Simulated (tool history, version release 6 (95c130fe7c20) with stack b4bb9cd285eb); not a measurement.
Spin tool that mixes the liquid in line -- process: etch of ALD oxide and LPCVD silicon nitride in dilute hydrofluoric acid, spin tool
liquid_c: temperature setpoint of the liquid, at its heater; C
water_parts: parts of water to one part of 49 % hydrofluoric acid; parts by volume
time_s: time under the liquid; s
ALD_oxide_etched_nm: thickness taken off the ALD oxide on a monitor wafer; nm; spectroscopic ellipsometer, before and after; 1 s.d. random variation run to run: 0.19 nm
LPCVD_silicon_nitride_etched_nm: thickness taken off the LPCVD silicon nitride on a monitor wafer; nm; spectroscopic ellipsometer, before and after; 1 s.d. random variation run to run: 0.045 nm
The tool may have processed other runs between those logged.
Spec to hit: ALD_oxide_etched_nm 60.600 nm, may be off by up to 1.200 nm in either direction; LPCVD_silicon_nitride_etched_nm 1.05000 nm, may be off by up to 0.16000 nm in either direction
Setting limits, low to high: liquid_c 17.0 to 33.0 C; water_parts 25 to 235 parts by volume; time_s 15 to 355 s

run	day	liquid_c	water_parts	time_s	ALD_oxide_etched_nm	LPCVD_silicon_nitride_etched_nm
1	0.000	25.0	130	180	39.868	0.65998
2	0.271	25.0	130	105	23.128	0.35338
3	0.554	27.5	105	105	32.400	0.56768
4	0.867	29.5	105	105	35.242	0.57868
5	1.167	32.5	105	105	39.244	0.72328
6	1.250	33.0	105	105	39.694	0.75250
# day 1.467: hydrofluoric acid flow meter replaced
7	1.467	33.0	90	105	51.992	0.95854
8	1.688	33.0	85	105	55.702	1.06040
9	1.788	32.5	80	105	58.584	0.97073

Which one of the following 5 next-run settings gets every result inside its allowed miss? There is exactly one.
A	1.888	33.0	115	150	?	?
B	1.888	33.0	100	130	?	?
C	1.888	30.0	200	320	?	?
D	1.888	30.0	100	155	?	?
E	1.888	33.0	85	105	?	?

move	ALD_oxide_etched_nm	LPCVD_silicon_nitride_etched_nm
A	56.218	1.10890
B	57.301	1.10790
C	55.350	1.12200
D	61.148	1.09690
E	55.716	1.05510
A: misses by more than the last run did
B: misses by more than the last run did
C: misses by more than the last run did
D: in spec on every target
E: misses by more than the last run did
Move D is the one to make.
